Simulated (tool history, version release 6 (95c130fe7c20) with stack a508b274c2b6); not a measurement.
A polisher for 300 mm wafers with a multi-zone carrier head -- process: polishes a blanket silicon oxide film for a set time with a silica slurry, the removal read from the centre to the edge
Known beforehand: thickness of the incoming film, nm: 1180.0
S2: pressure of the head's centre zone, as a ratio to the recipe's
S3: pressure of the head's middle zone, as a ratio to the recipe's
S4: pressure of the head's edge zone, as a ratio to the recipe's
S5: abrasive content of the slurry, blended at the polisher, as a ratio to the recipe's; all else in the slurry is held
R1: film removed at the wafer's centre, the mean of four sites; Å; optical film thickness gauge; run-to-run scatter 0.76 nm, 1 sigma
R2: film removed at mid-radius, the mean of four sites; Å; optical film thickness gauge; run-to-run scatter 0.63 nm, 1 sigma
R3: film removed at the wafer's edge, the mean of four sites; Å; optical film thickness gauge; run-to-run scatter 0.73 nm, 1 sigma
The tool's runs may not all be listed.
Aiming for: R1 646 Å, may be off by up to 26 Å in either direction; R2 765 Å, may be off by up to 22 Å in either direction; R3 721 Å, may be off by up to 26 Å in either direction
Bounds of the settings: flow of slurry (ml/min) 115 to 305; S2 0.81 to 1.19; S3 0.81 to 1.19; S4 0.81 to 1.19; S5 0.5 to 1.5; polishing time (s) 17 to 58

run 1 day=0 | flow_of_slurry_(ml/min)=195 S2=1 S3=1 S4=1 S5=1 polishing_time_(s)=37 | R1=741.57 R2=769.98 R3=728.51
run 2 day=0.312 | flow_of_slurry_(ml/min)=195 S2=1 S3=1.05 S4=1 S5=1 polishing_time_(s)=37 | R1=761.45 R2=802.68 R3=724.85
run 3 day=0.479 | flow_of_slurry_(ml/min)=195 S2=1 S3=1.05 S4=1 S5=1 polishing_time_(s)=45 | R1=925.25 R2=983.99 R3=886.55
run 4 day=0.675 | flow_of_slurry_(ml/min)=190 S2=0.97 S3=1.03 S4=0.98 S5=0.95 polishing_time_(s)=45 | R1=884.66 R2=933.24 R3=852.47
run 5 day=1.038 | flow_of_slurry_(ml/min)=185 S2=0.94 S3=1.03 S4=0.99 S5=0.9 polishing_time_(s)=45 | R1=832.45 R2=904.92 R3=826.02
run 6 day=1.242 | flow_of_slurry_(ml/min)=180 S2=0.92 S3=1.03 S4=0.99 S5=0.85 polishing_time_(s)=45 | R1=775.24 R2=890.23 R3=819.42
run 7 day=1.338 | flow_of_slurry_(ml/min)=175 S2=0.91 S3=1.02 S4=0.97 S5=0.85 polishing_time_(s)=45 | R1=754.4 R2=853.16 R3=809.84
run 8 day=1.658 | flow_of_slurry_(ml/min)=175 S2=0.9 S3=1.02 S4=0.95 S5=0.85 polishing_time_(s)=45 | R1=773.75 R2=870.74 R3=781.53
run 9 day=1.746 | flow_of_slurry_(ml/min)=170 S2=0.89 S3=1.01 S4=0.95 S5=0.85 polishing_time_(s)=45 | R1=739.98 R2=853.06 R3=793.53
run 10 day=2.062 | flow_of_slurry_(ml/min)=165 S2=0.88 S3=1 S4=0.94 S5=0.85 polishing_time_(s)=45 | R1=728.25 R2=841.19 R3=773.89
run 11 day=2.179 | flow_of_slurry_(ml/min)=160 S2=0.87 S3=0.99 S4=0.93 S5=0.85 polishing_time_(s)=45 | R1=723.59 R2=837.42 R3=764.88
run 12 day=2.45 | flow_of_slurry_(ml/min)=155 S2=0.86 S3=0.98 S4=0.93 S5=0.85 polishing_time_(s)=45 | R1=706.02 R2=822.68 R3=770.81
-- day=2.512 edge zone pressure recalibrated
run 13 day=2.512 | flow_of_slurry_(ml/min)=150 S2=0.85 S3=0.97 S4=0.92 S5=0.85 polishing_time_(s)=45 | R1=696.26 R2=803.5 R3=793.05
run 14 day=2.796 | flow_of_slurry_(ml/min)=150 S2=0.84 S3=0.97 S4=0.91 S5=0.85 polishing_time_(s)=45 | R1=685.29 R2=804.09 R3=784.73

Of the 5 settings listed for the next run, only one would bring every result within its allowed miss of target. Which one?
run A day=3.079 | flow_of_slurry_(ml/min)=180 S2=0.81 S3=1.08 S4=1.04 S5=1.2 polishing_time_(s)=36 | R1=? R2=? R3=?
run B day=3.079 | flow_of_slurry_(ml/min)=130 S2=0.88 S3=1.03 S4=0.92 S5=0.85 polishing_time_(s)=42 | R1=? R2=? R3=?
run C day=3.079 | flow_of_slurry_(ml/min)=165 S2=0.83 S3=1.01 S4=0.94 S5=0.95 polishing_time_(s)=44 | R1=? R2=? R3=?
run D day=3.079 | flow_of_slurry_(ml/min)=130 S2=0.81 S3=0.98 S4=0.97 S5=0.85 polishing_time_(s)=46 | R1=? R2=? R3=?
run E day=3.079 | flow_of_slurry_(ml/min)=115 S2=0.81 S3=0.96 S4=0.87 S5=0.85 polishing_time_(s)=53 | R1=? R2=? R3=?

move=A R1=630.12 R2=850.3 R3=792.08
move=B R1=636.02 R2=765.48 R3=714.77
move=C R1=702.39 R2=875.85 R3=827.08
move=D R1=640.47 R2=804.11 R3=803.08
move=E R1=709.16 R2=879.78 R3=859.18
A: moves away from the targets compared with the last run
B: meets every target
C: moves away from the targets compared with the last run
D: moves away from the targets compared with the last run
E: moves away from the targets compared with the last run
Answer: B

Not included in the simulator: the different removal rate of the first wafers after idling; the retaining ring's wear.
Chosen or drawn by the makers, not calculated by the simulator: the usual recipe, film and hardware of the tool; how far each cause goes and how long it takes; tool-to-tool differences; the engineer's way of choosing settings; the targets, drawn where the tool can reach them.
